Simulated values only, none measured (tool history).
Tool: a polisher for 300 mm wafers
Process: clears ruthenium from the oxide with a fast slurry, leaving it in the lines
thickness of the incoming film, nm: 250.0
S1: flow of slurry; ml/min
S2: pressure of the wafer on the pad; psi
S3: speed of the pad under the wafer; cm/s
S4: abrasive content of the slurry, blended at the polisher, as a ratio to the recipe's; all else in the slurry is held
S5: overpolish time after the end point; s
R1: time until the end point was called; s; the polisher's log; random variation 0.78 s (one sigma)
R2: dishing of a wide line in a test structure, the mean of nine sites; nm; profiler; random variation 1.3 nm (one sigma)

run	hour	S1	S2	S3	S4	S5	R1	R2
1	0.0	305	3.5	116	1.0	16	44.530	66.896
2	7.6	305	3.6	116	1.0	17	41.847	71.880
3	13.6	350	3.6	116	1.0	17	39.702	71.741
4	18.8	325	3.7	116	1.0	18	39.289	75.286
5	23.3	275	3.7	116	1.0	18	39.932	74.710
6	31.2	275	3.6	118	1.0	20	42.392	81.139
7	40.0	275	3.7	118	1.0	21	40.521	84.823

The next listed run, before its measurement:
8	42.5	275	3.7	118	1.0	22	?	?

R1: 41.465 s
R2: 89.548 nm
